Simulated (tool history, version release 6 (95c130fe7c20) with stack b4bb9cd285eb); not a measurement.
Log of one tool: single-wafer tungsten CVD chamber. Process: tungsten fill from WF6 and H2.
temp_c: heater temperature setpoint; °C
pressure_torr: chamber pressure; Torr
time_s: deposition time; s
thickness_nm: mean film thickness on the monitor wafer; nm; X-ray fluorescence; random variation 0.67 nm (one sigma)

| run | hour | temp_c | pressure_torr | time_s | thickness_nm |
|---|---|---|---|---|---|
| 1 | 0 | 385 | 50.3 | 42 | 115.42 |
| 2 | 8.9 | 385 | 44.7 | 42 | 109.12 |
| 3 | 11.3 | 375 | 44.7 | 42 | 91.766 |
| 4 | 14.9 | 379 | 45 | 42 | 98.665 |
| 5 | 23.3 | 382 | 45.3 | 42 | 104.62 |
| 6 | 31.1 | 385 | 45.5 | 42 | 110.06 |
| 7 | 39.3 | 388 | 45.7 | 42 | 117.24 |
| 8 | 40.2 | 390 | 45.8 | 42 | 120.08 |
| 9 | 45.6 | 392 | 45.9 | 42 | 124.74 |
| 10 | 51.7 | 394 | 46 | 42 | 129.65 |

The next listed run, before its measurement:
| 11 | 59.5 | 395 | 46.1 | 42 | ? |

Run 11 gave thickness_nm 131.66 nm.
